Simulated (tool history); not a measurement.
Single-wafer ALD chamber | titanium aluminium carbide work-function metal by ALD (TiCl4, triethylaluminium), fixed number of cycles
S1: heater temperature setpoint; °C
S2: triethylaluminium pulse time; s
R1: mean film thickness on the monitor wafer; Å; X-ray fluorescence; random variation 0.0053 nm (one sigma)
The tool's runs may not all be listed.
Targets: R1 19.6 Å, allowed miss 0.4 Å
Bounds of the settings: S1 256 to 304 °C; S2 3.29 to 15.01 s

| run | hour | S1 | S2 | R1 |
|---|---|---|---|---|
| 1 | 0 | 280 | 9.15 | 17.662 |
| 2 | 8.6 | 272 | 9.15 | 17.067 |
| 3 | 15.9 | 280 | 9.15 | 17.656 |
| 4 | 21.9 | 274 | 9.15 | 17.208 |
| 5 | 30 | 274 | 7.31 | 16.594 |
| 6 | 37.7 | 281 | 7.31 | 17.177 |
| 7 | 39.3 | 283 | 7.64 | 17.524 |
| 8 | 42.5 | 285 | 7.84 | 17.702 |
| 9 | 51 | 285 | 7.84 | 17.704 |
| 10 | 55.3 | 285 | 7.84 | 17.681 |
| 11 | 59.9 | 287 | 8.08 | 17.937 |

Which of these 5 next moves meets every target?
| A | 64.5 | 296 | 8.96 | ? |
| B | 64.5 | 296 | 11.9 | ? |
| C | 64.5 | 267 | 5.36 | ? |
| D | 64.5 | 291 | 9.86 | ? |
| E | 64.5 | 277 | 7.98 | ? |

| move | R1 |
|---|---|
| A | 18.97 |
| B | 19.487 |
| C | 15.153 |
| D | 18.763 |
| E | 17.149 |
A: nearer than the last run, and not there yet
B: meets every target
C: further off than the last run
D: nearer than the last run, and not there yet
E: further off than the last run
The right move is B.
